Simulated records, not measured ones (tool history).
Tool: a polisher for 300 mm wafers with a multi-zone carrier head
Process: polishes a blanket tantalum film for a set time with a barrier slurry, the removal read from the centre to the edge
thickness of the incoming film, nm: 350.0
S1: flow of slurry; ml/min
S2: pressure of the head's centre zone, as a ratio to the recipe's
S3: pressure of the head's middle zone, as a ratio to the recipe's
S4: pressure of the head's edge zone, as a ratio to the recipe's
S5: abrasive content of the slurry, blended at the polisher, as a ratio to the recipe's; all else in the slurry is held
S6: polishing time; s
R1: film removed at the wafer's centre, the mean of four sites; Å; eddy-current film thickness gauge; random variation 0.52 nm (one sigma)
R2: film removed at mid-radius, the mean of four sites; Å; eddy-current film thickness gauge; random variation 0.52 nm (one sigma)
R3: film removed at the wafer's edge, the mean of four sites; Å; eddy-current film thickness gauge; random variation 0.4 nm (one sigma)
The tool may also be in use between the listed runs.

run,hour,S1,S2,S3,S4,S5,S6,R1,R2,R3
1,0,135,1,1,1,1,39,630.37,665.95,647.11
2,1.2,135,1,1.06,1,1,39,627.09,680.98,651.58
3,5.2,130,1.01,1.03,0.99,0.9,39,605.76,657.35,641.02
4,7.7,130,1.01,1.03,0.99,0.9,29,451.87,469.42,475.62
5,10.2,135,1.02,1.02,1,0.9,29,465.07,476.9,478.39
6,12.8,135,1.02,1.02,0.96,0.9,29,470.66,488.32,471.88
7,20.4,140,1.03,1.01,0.97,0.9,29,470.83,479.78,473.4

The next listed run, before its measurement:
8,27.9,175,1.12,0.99,1.02,0.95,29,?,?,?

Run 8 gave R1 551.51 Å, R2 505.93 Å, R3 508.06 Å.
